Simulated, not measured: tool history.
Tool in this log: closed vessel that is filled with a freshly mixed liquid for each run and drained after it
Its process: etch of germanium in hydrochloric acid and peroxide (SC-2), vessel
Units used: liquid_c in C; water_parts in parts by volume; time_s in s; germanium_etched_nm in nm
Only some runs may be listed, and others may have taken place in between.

| run | hour | liquid_c | water_parts | time_s | germanium_etched_nm |
|---|---|---|---|---|---|
| 1 | 0.0 | 50.0 | 5.5 | 85 | 210.88 |
| 2 | 1.2 | 52.0 | 5.5 | 85 | 224.39 |
| 3 | 2.5 | 57.5 | 5.5 | 85 | 266.23 |
| 4 | 7.2 | 58.5 | 5.5 | 85 | 269.77 |
| 5 | 15.8 | 59.5 | 5.5 | 85 | 280.11 |
| 6 | 16.8 | 59.5 | 5.5 | 95 | 310.73 |
| 7 | 25.6 | 60.0 | 5.5 | 95 | 318.44 |

Estimate the outcome of run 8 from the log above:
| 8 | 28.8 | 60.5 | 5.5 | 95 | ? |

germanium_etched_nm: 322.57 nm

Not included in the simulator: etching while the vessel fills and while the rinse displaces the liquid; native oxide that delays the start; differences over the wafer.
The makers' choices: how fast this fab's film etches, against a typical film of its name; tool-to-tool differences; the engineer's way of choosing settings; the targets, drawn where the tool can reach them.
